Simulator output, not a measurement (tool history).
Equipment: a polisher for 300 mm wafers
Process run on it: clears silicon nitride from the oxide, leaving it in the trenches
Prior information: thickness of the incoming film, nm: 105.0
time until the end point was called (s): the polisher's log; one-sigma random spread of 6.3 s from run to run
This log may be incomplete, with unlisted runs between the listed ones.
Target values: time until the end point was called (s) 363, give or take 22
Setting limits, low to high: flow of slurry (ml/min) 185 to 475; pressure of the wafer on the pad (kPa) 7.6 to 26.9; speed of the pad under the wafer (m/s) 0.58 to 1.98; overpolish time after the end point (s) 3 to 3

run    day  flow of slurry (ml/min)  pressure of the wafer on the pad (kPa)  speed of the pad under the wafer (m/s)  overpolish time after the end point (s)  time until the end point was called (s)
  1      0                      305                                    17.2                                    1.28                                        3                                   126.72
  2  0.117                      305                                    17.2                                    1.28                                        3                                   126.28
  3  0.458                      305                                    17.2                                    1.02                                        3                                   164.12
  4  0.621                      305                                    15.9                                    0.98                                        3                                   183.76
  5  0.883                      305                                    14.5                                    0.94                                        3                                   205.02
  6  0.954                      305                                    13.1                                     0.9                                        3                                   234.26
  7  0.996                      305                                    12.4                                    0.88                                        3                                   250.24
  8   1.05                      305                                    11.7                                    0.86                                        3                                   275.91
  9  1.358                      305                                      11                                    0.86                                        3                                   291.35
 10  1.729                      305                                    10.3                                    0.86                                        3                                   316.75
 11  1.817                      305                                     9.7                                    0.86                                        3                                   321.74

4 candidate next runs follow, results not yet known. Just one meets every target within its allowed miss. Identify it.
  A  1.904                      300                                       9                                    1.02                                        3                                        ?
  B  1.904                      275                                     7.6                                    0.88                                        3                                        ?
  C  1.904                      290                                    15.2                                    0.62                                        3                                        ?
  D  1.904                      325                                    10.3                                     0.7                                        3                                        ?

move  time until the end point was called (s)
   A                                   292.14
   B                                   394.43
   C                                    289.8
   D                                   364.76
A: moves away from the targets compared with the last run
B: takes the biggest miss from the last run beyond its target
C: moves away from the targets compared with the last run
D: every result within its allowed miss
Answer: D

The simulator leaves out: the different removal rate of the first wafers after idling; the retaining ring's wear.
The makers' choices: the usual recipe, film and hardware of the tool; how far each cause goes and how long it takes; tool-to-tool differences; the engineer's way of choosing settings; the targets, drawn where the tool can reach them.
